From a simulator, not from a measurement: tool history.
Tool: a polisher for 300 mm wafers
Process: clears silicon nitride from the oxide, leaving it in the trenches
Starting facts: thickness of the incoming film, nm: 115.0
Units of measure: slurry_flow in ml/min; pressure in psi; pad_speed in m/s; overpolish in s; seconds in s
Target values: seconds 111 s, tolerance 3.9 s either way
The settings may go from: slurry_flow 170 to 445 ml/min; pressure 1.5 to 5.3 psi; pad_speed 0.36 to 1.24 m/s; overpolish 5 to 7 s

Run 1, hour 0: slurry_flow 285 ml/min, pressure 3.4 psi, pad_speed 0.8 m/s, overpolish 7 s. Result: seconds 144.07 s.
Run 2, hour 6.9: slurry_flow 285 ml/min, pressure 3.4 psi, pad_speed 0.8 m/s, overpolish 7 s. Result: seconds 145.81 s.
Run 3, hour 13.2: slurry_flow 335 ml/min, pressure 3.4 psi, pad_speed 0.8 m/s, overpolish 7 s. Result: seconds 140.53 s.
Run 4, hour 16.3: slurry_flow 340 ml/min, pressure 3.6 psi, pad_speed 0.8 m/s, overpolish 7 s. Result: seconds 135.26 s.
Run 5, hour 18.5: slurry_flow 340 ml/min, pressure 3 psi, pad_speed 0.8 m/s, overpolish 7 s. Result: seconds 154.57 s.
Run 6, hour 20.9: slurry_flow 380 ml/min, pressure 3 psi, pad_speed 0.8 m/s, overpolish 7 s. Result: seconds 156.88 s.
Run 7, hour 29.7: slurry_flow 380 ml/min, pressure 3.3 psi, pad_speed 0.8 m/s, overpolish 7 s. Result: seconds 142.76 s.
Run 8, hour 33.1: slurry_flow 380 ml/min, pressure 3.5 psi, pad_speed 0.8 m/s, overpolish 7 s. Result: seconds 137.82 s.

4 next moves are on the table. One of them brings every result within its allowed miss. Which?
Run A, hour 36.5: slurry_flow 350 ml/min, pressure 3.4 psi, pad_speed 0.72 m/s, overpolish 5 s. Result: seconds ?.
Run B, hour 36.5: slurry_flow 440 ml/min, pressure 4.4 psi, pad_speed 0.76 m/s, overpolish 5 s. Result: seconds ?.
Run C, hour 36.5: slurry_flow 355 ml/min, pressure 4.7 psi, pad_speed 0.78 m/s, overpolish 7 s. Result: seconds ?.
Run D, hour 36.5: slurry_flow 355 ml/min, pressure 3.6 psi, pad_speed 0.92 m/s, overpolish 7 s. Result: seconds ?.

move  seconds
   A   157.28
   B   119.14
   C   111.67
   D   118.35
A: moves away from the targets compared with the last run
B: closes in on the targets versus the last run, not all within tolerance yet
C: all results land within tolerance of their targets
D: closes in on the targets versus the last run, not all within tolerance yet
C meets every target.
